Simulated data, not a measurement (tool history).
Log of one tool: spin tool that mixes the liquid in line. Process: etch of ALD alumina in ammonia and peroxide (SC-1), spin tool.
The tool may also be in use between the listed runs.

run	hour	temperature setpoint of the liquid (K)	parts of 29 % ammonia solution to one part of 30 % peroxide (parts by volume)	time under the liquid (s)	thickness taken off the ALD alumina on a monitor wafer (nm)
1	0	330.15	0.75	20	1.7194
2	7.1	329.15	0.75	20	1.6411
3	12.3	336.15	0.75	20	2.3348
4	17.3	331.15	0.75	20	1.7996
5	22.2	330.15	0.75	20	1.7065
6	22.9	329.15	0.75	20	1.624
7	26	328.15	0.75	20	1.5475
8	28	327.15	0.75	20	1.471
9	31.1	326.65	0.75	20	1.417
10	38.5	326.65	0.75	20	1.4263
11	42.8	326.15	0.75	20	1.3939

What does the tool deliver on the next run?
12	46.1	325.65	0.75	20	?

thickness taken off the ALD alumina on a monitor wafer (nm): 1.3387

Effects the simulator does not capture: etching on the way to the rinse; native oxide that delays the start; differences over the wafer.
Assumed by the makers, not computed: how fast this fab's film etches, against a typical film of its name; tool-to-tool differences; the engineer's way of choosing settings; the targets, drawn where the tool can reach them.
